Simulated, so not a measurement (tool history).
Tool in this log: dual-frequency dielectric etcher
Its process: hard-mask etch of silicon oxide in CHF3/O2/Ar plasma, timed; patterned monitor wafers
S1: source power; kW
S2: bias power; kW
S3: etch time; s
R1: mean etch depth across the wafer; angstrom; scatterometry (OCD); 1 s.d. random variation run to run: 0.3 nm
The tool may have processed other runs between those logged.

Run 1, day 0: S1 0.48 kW, S2 0.179 kW, S3 26 s. Result: R1 483.65 angstrom.
Run 2, day 0.1: S1 0.48 kW, S2 0.194 kW, S3 26 s. Result: R1 497.06 angstrom.
Run 3, day 0.2: S1 0.53 kW, S2 0.194 kW, S3 26 s. Result: R1 515.18 angstrom.
Run 4, day 0.238: S1 0.53 kW, S2 0.194 kW, S3 27.5 s. Result: R1 541.34 angstrom.
Run 5, day 0.508: S1 0.51 kW, S2 0.189 kW, S3 27.5 s. Result: R1 533.59 angstrom.
Run 6, day 0.692: S1 0.44 kW, S2 0.189 kW, S3 27.5 s. Result: R1 504.35 angstrom.
Run 7, day 0.808: S1 0.43 kW, S2 0.188 kW, S3 27.5 s. Result: R1 493.25 angstrom.
Run 8, day 1.121: S1 0.42 kW, S2 0.187 kW, S3 27.5 s. Result: R1 490.36 angstrom.

For run 9, what comes out?
Run 9, day 1.342: S1 0.32 kW, S2 0.176 kW, S3 27.5 s. Result: R1 ?.

R1: 429.2 angstrom
